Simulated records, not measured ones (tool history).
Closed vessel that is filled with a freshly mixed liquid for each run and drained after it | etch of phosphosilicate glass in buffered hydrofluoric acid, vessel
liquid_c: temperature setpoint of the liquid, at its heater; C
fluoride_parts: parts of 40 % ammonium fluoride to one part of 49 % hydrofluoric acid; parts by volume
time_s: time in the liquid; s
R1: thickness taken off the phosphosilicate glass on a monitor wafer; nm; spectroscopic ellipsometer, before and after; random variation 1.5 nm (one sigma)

{"run": 1, "hour": 0.0, "liquid_c": 23.0, "fluoride_parts": 12, "time_s": 85, "R1": 350.33}
{"run": 2, "hour": 1.2, "liquid_c": 22.5, "fluoride_parts": 12, "time_s": 85, "R1": 343.87}
{"run": 3, "hour": 7.9, "liquid_c": 22.0, "fluoride_parts": 12, "time_s": 85, "R1": 330.88}
{"run": 4, "hour": 14.7, "liquid_c": 21.5, "fluoride_parts": 12, "time_s": 85, "R1": 323.75}
{"run": 5, "hour": 17.6, "liquid_c": 21.5, "fluoride_parts": 15, "time_s": 85, "R1": 260.24}
{"run": 6, "hour": 24.4, "liquid_c": 22.0, "fluoride_parts": 15, "time_s": 85, "R1": 267.88}
{"run": 7, "hour": 25.9, "liquid_c": 22.5, "fluoride_parts": 15, "time_s": 85, "R1": 274.42}

The next listed run, before its measurement:
{"run": 8, "hour": 32.7, "liquid_c": 23.0, "fluoride_parts": 15, "time_s": 85, "R1": "?"}

Run 8 gave R1 284.43 nm.
